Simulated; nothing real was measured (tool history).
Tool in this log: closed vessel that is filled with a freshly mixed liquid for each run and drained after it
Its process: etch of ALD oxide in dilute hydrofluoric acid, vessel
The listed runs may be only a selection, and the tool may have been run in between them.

run	hour	temperature setpoint of the liquid (°C)	parts of water to one part of 49 % hydrofluoric acid (parts by volume)	time in the liquid (s)	thickness taken off the ALD oxide on a monitor wafer (angstrom)
1	0	22	270	970	261.82
2	3.2	22	270	970	261.73
3	12.1	20.5	290	970	226.35
4	17.7	20.5	230	970	303.52
5	21.3	18.5	230	970	278.55
6	24.7	18.5	230	1035	298.71
7	30.2	18	265	1035	248.23

What does the tool deliver on the next run?
8	34.3	18	265	1035	?

Run 8 measured thickness taken off the ALD oxide on a monitor wafer (angstrom) 248.78.
